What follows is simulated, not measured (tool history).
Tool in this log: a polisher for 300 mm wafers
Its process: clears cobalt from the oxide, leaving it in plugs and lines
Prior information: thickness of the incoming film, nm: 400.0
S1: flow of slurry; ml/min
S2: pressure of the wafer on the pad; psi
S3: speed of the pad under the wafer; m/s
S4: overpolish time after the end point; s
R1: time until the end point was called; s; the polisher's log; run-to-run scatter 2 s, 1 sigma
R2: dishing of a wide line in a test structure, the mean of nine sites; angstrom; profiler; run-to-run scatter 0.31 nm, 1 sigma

run 1 day=0 | S1=250 S2=2.1 S3=0.88 S4=11 | R1=99.248 R2=195.97
run 2 day=0.129 | S1=250 S2=1.7 S3=0.88 S4=11 | R1=115.01 R2=198.18
run 3 day=0.396 | S1=250 S2=1.7 S3=0.78 S4=11 | R1=124.31 R2=182.32
run 4 day=0.504 | S1=250 S2=1.9 S3=0.78 S4=11 | R1=116.65 R2=190.91
run 5 day=0.8 | S1=250 S2=1.5 S3=0.78 S4=11 | R1=134.06 R2=171.74
run 6 day=1.038 | S1=250 S2=1.6 S3=0.78 S4=10 | R1=131.13 R2=165.53
run 7 day=1.379 | S1=250 S2=1.7 S3=0.78 S4=9 | R1=123.4 R2=167.59

Run 8, settings as shown, results not yet in. Your forecast:
run 8 day=1.429 | S1=250 S2=1.7 S3=0.78 S4=9 | R1=? R2=?

R1: 127.65 s
R2: 168.34 angstrom

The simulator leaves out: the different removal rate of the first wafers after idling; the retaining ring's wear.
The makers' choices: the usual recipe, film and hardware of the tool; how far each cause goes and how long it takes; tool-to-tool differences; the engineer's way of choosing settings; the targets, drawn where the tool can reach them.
